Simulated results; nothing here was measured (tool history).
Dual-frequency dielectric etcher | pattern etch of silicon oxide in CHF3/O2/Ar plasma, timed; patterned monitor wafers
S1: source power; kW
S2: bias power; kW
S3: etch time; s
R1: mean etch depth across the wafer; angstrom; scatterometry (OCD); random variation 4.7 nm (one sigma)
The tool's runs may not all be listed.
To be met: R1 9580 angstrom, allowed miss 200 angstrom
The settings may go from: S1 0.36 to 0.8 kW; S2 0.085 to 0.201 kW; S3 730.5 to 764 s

run 1 hour=0 | S1=0.58 S2=0.143 S3=730.5 | R1=11745
run 2 hour=3.7 | S1=0.58 S2=0.161 S3=730.5 | R1=12411
run 3 hour=11 | S1=0.56 S2=0.157 S3=730.5 | R1=12145
run 4 hour=19.4 | S1=0.52 S2=0.157 S3=730.5 | R1=11727
run 5 hour=27.8 | S1=0.52 S2=0.171 S3=730.5 | R1=12097
run 6 hour=33.2 | S1=0.52 S2=0.182 S3=730.5 | R1=12444
run 7 hour=40.9 | S1=0.41 S2=0.153 S3=730.5 | R1=10705
run 8 hour=44 | S1=0.4 S2=0.15 S3=730.5 | R1=10540
run 9 hour=46.5 | S1=0.36 S2=0.121 S3=730.5 | R1=9341.8

Which of these 5 next moves meets every target?
run A hour=49 | S1=0.36 S2=0.115 S3=732.5 | R1=?
run B hour=49 | S1=0.49 S2=0.085 S3=736 | R1=?
run C hour=49 | S1=0.36 S2=0.113 S3=739 | R1=?
run D hour=49 | S1=0.37 S2=0.114 S3=759.5 | R1=?
run E hour=49 | S1=0.38 S2=0.11 S3=730.5 | R1=?

move=A R1=9166.6
move=B R1=9156.7
move=C R1=9183.2
move=D R1=9564.8
move=E R1=9156.8
A: further off than the last run
B: further off than the last run
C: further off than the last run
D: meets every target
E: further off than the last run
Move D is the one to make.
